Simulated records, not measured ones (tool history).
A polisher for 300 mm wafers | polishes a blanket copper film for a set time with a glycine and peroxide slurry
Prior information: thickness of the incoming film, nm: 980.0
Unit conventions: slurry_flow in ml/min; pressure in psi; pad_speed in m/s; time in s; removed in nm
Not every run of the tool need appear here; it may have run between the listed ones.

run  hour  slurry_flow  pressure  pad_speed  time  removed
  1   0.0          220       3.4       1.16    30   193.43
  2   2.7          220       3.4       1.16    30   190.14
  3   6.5          220       3.0       1.16    30   173.46
  4  12.3          220       3.5       1.16    30   193.61
  5  15.8          225       3.8       1.16    30   210.30
  6  19.2          225       4.0       1.16    30   221.10
  7  27.7          225       4.2       1.16    30   225.11

The next listed run, before its measurement:
  8  34.2          230       4.4       1.16    30        ?

Run 8 produced removed 235.93 nm.

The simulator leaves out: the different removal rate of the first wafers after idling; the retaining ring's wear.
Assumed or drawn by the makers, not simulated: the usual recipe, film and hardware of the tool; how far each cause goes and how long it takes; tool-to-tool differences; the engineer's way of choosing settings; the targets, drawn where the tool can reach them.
